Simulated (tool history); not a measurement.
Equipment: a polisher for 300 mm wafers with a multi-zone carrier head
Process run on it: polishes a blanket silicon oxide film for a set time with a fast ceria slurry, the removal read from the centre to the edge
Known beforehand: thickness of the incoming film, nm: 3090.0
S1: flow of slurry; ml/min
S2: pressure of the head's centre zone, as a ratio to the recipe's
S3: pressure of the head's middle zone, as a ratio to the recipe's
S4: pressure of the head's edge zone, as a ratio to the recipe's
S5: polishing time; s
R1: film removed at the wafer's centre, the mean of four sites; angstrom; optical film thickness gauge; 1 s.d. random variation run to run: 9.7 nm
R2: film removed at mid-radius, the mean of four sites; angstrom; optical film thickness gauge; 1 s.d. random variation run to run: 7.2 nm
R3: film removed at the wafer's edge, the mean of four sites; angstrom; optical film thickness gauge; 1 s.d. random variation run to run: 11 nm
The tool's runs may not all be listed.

run  hour   S1    S2    S3    S4  S5      R1      R2      R3
  1     0  295     1     1     1  49   11877   11785   11669
  2   2.3  295  0.98     1  0.97  45   10862   11010   10913
  3  10.6  295  0.98  1.02  0.96  40  9435.3  9963.3  9696.9
  4  13.2  295  0.98  1.02  0.96  29  7022.5  7143.3  7198.7
  5  21.1  300  0.98  1.04  0.96  29    6911  7277.7  7088.6
  6  29.1  360  0.98  1.04  0.96  29  7183.1    7222  7126.6

The next listed run, before its measurement:
  7  34.3  355  0.97  1.05  0.96  30   ?   ?   ?

{"run 7": {"R1": 7349.6, "R2": 7775, "R3": 7452.1}}

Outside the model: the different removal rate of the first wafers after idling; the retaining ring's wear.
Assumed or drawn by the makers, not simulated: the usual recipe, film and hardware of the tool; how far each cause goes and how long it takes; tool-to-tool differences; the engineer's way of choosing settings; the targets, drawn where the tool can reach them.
